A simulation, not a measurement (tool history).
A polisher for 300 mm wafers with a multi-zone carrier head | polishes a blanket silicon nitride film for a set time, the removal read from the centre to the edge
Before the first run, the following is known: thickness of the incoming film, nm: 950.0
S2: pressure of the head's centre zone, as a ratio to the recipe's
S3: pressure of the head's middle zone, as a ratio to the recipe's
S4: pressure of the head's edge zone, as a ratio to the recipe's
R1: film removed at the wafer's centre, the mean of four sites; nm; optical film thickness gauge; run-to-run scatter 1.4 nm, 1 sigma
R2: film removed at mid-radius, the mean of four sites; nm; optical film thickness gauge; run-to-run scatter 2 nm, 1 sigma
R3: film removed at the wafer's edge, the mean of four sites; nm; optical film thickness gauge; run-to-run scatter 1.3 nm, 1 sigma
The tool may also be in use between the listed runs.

{"run": 1, "hour": 0.0, "flow of slurry (ml/min)": 235, "S2": 1, "S3": 1, "S4": 1, "polishing time (s)": 61, "R1": 125.14, "R2": 124.75, "R3": 126.31}
{"run": 2, "hour": 8.9, "flow of slurry (ml/min)": 235, "S2": 1, "S3": 1, "S4": 1.06, "polishing time (s)": 61, "R1": 125.89, "R2": 125.09, "R3": 129.05}
{"run": 3, "hour": 10.6, "flow of slurry (ml/min)": 240, "S2": 1.03, "S3": 1.01, "S4": 1.07, "polishing time (s)": 62, "R1": 131.68, "R2": 129.44, "R3": 132.58}
{"run": 4, "hour": 15.4, "flow of slurry (ml/min)": 250, "S2": 1.06, "S3": 1.01, "S4": 1.07, "polishing time (s)": 63, "R1": 136.8, "R2": 129.42, "R3": 133.44}
{"run": 5, "hour": 18.0, "flow of slurry (ml/min)": 250, "S2": 1.06, "S3": 1.06, "S4": 1.07, "polishing time (s)": 63, "R1": 137.73, "R2": 136.78, "R3": 135.76}
{"run": 6, "hour": 24.4, "flow of slurry (ml/min)": 255, "S2": 1.08, "S3": 1.06, "S4": 1.07, "polishing time (s)": 64, "R1": 141.73, "R2": 140.01, "R3": 137.75}
{"run": 7, "hour": 30.2, "flow of slurry (ml/min)": 260, "S2": 1.1, "S3": 1.05, "S4": 1.07, "polishing time (s)": 65, "R1": 148.6, "R2": 140.64, "R3": 137.96}
{"run": 8, "hour": 35.9, "flow of slurry (ml/min)": 265, "S2": 1.11, "S3": 1.05, "S4": 1.08, "polishing time (s)": 66, "R1": 150.34, "R2": 140.61, "R3": 141.56}

Run 9 comes next. What will it give?
{"run": 9, "hour": 38.4, "flow of slurry (ml/min)": 265, "S2": 1.12, "S3": 1.05, "S4": 1.08, "polishing time (s)": 67, "R1": "?", "R2": "?", "R3": "?"}

Run 9 came out at R1 156.34 nm, R2 141.94 nm, R3 144.15 nm.
